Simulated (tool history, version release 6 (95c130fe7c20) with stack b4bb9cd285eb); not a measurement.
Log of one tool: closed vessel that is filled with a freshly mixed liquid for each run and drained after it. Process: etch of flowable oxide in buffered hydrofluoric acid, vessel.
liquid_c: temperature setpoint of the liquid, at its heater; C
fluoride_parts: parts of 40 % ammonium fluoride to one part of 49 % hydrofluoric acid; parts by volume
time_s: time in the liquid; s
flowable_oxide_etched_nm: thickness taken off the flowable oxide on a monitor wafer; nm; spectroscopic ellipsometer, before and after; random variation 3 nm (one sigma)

| run | hour | liquid_c | fluoride_parts | time_s | flowable_oxide_etched_nm |
|---|---|---|---|---|---|
| 1 | 0.0 | 20.0 | 13.0 | 100 | 328.37 |
| 2 | 5.3 | 21.0 | 12.0 | 100 | 374.26 |
| 3 | 10.5 | 24.5 | 12.0 | 100 | 458.23 |
| 4 | 17.3 | 24.5 | 10.5 | 100 | 522.57 |
| 5 | 19.4 | 25.0 | 9.5 | 100 | 580.51 |
| 6 | 20.7 | 25.0 | 9.5 | 100 | 581.88 |
| 7 | 21.6 | 25.0 | 9.5 | 100 | 579.97 |
| 8 | 29.9 | 25.5 | 9.0 | 100 | 620.41 |
| 9 | 36.0 | 26.0 | 8.5 | 100 | 675.12 |
| 10 | 41.9 | 26.5 | 8.0 | 100 | 741.98 |

The next listed run, before its measurement:
| 11 | 42.7 | 26.5 | 7.5 | 100 | ? |

{"run 11": {"flowable_oxide_etched_nm": 792.45}}
